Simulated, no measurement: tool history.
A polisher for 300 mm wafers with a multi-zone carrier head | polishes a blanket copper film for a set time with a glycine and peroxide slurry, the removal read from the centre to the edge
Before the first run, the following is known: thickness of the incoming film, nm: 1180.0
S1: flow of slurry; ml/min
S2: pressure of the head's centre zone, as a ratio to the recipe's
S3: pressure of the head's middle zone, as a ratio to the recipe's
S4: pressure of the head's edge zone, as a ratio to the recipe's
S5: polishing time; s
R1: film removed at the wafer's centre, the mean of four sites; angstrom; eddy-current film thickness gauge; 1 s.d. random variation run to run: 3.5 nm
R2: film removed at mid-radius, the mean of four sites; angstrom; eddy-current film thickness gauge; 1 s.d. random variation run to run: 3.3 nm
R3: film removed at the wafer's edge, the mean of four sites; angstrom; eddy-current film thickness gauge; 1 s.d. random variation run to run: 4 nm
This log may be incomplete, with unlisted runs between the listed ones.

run 1 hour=0 | S1=295 S2=1 S3=1 S4=1 S5=49 | R1=2491.4 R2=2523.3 R3=2513.4
run 2 hour=3.1 | S1=300 S2=1.02 S3=1.01 S4=1.02 S5=50 | R1=2581.4 R2=2575.9 R3=2554.2
run 3 hour=5.1 | S1=365 S2=1.02 S3=1.01 S4=1.02 S5=50 | R1=2728.4 R2=2655.5 R3=2625
run 4 hour=9.9 | S1=365 S2=1.02 S3=1.01 S4=1.09 S5=50 | R1=2715.6 R2=2634.9 R3=2709.8
run 5 hour=17.4 | S1=370 S2=1.03 S3=1.02 S4=1.1 S5=51 | R1=2718.7 R2=2744.3 R3=2762.3
run 6 hour=24.5 | S1=375 S2=1.04 S3=1.02 S4=1.1 S5=52 | R1=2849.1 R2=2763.9 R3=2754.6
run 7 hour=32.7 | S1=380 S2=1.04 S3=1.02 S4=1.1 S5=53 | R1=2958.6 R2=2801.8 R3=2887.6

Run 8 is up next; what results do you expect?
run 8 hour=39 | S1=385 S2=1.04 S3=1.03 S4=1.1 S5=53 | R1=? R2=? R3=?

{"run 8": {"R1": 2935.1, "R2": 2859, "R3": 2879.8}}
